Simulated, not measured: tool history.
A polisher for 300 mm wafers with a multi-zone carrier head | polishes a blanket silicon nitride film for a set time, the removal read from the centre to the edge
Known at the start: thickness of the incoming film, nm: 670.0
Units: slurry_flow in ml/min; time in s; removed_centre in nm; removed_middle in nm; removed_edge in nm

run 1 day=0.000 | slurry_flow=120 centre_zone=1.00 middle_zone=1.00 edge_zone=1.00 time=52 | removed_centre=106.140 removed_middle=106.86 removed_edge=107.64
run 2 day=0.054 | slurry_flow=120 centre_zone=0.93 middle_zone=1.00 edge_zone=1.00 time=52 | removed_centre=99.257 removed_middle=107.68 removed_edge=105.85
run 3 day=0.167 | slurry_flow=125 centre_zone=0.96 middle_zone=1.00 edge_zone=1.03 time=53 | removed_centre=102.930 removed_middle=110.10 removed_edge=109.44
run 4 day=0.308 | slurry_flow=125 centre_zone=0.99 middle_zone=0.99 edge_zone=1.05 time=55 | removed_centre=111.190 removed_middle=112.57 removed_edge=116.65
run 5 day=0.679 | slurry_flow=125 centre_zone=0.99 middle_zone=0.99 edge_zone=1.05 time=61 | removed_centre=123.900 removed_middle=125.16 removed_edge=129.54
run 6 day=0.708 | slurry_flow=130 centre_zone=1.01 middle_zone=0.98 edge_zone=1.07 time=61 | removed_centre=126.230 removed_middle=125.81 removed_edge=130.46

Run 7 comes next. What will it give?
run 7 day=0.767 | slurry_flow=135 centre_zone=1.03 middle_zone=0.97 edge_zone=1.09 time=62 | removed_centre=? removed_middle=? removed_edge=?

Run 7 gave removed_centre 131.650 nm, removed_middle 126.39 nm, removed_edge 136.31 nm.
